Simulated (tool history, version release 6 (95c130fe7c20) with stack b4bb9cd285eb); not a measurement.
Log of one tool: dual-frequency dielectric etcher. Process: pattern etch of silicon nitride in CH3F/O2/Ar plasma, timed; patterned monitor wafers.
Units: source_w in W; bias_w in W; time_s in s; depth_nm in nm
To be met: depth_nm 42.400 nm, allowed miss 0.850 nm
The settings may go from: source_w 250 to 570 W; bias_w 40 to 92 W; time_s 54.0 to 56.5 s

run 1 hour=0.0 | source_w=410 bias_w=66 time_s=54.0 | depth_nm=37.474
run 2 hour=8.0 | source_w=410 bias_w=66 time_s=54.0 | depth_nm=37.166
run 3 hour=12.2 | source_w=440 bias_w=67 time_s=54.0 | depth_nm=38.224
run 4 hour=21.0 | source_w=460 bias_w=69 time_s=54.0 | depth_nm=39.175
run 5 hour=23.9 | source_w=500 bias_w=69 time_s=54.0 | depth_nm=40.738
run 6 hour=27.6 | source_w=500 bias_w=59 time_s=54.0 | depth_nm=37.650
run 7 hour=29.6 | source_w=510 bias_w=61 time_s=54.0 | depth_nm=38.841
run 8 hour=30.4 | source_w=520 bias_w=63 time_s=54.0 | depth_nm=39.592
run 9 hour=31.0 | source_w=530 bias_w=64 time_s=54.0 | depth_nm=40.277
run 10 hour=35.7 | source_w=540 bias_w=65 time_s=54.0 | depth_nm=40.469
run 11 hour=39.3 | source_w=540 bias_w=66 time_s=54.0 | depth_nm=40.968

Which of these 5 next moves meets every target?
run A hour=42.9 | source_w=520 bias_w=65 time_s=54.0 | depth_nm=?
run B hour=42.9 | source_w=570 bias_w=68 time_s=54.5 | depth_nm=?
run C hour=42.9 | source_w=520 bias_w=63 time_s=55.5 | depth_nm=?
run D hour=42.9 | source_w=510 bias_w=65 time_s=55.0 | depth_nm=?
run E hour=42.9 | source_w=570 bias_w=56 time_s=54.0 | depth_nm=?

move=A depth_nm=40.049
move=B depth_nm=42.682
move=C depth_nm=40.530
move=D depth_nm=40.514
move=E depth_nm=38.423
A: further off than the last run
B: meets every target
C: further off than the last run
D: further off than the last run
E: further off than the last run
The right move is B.

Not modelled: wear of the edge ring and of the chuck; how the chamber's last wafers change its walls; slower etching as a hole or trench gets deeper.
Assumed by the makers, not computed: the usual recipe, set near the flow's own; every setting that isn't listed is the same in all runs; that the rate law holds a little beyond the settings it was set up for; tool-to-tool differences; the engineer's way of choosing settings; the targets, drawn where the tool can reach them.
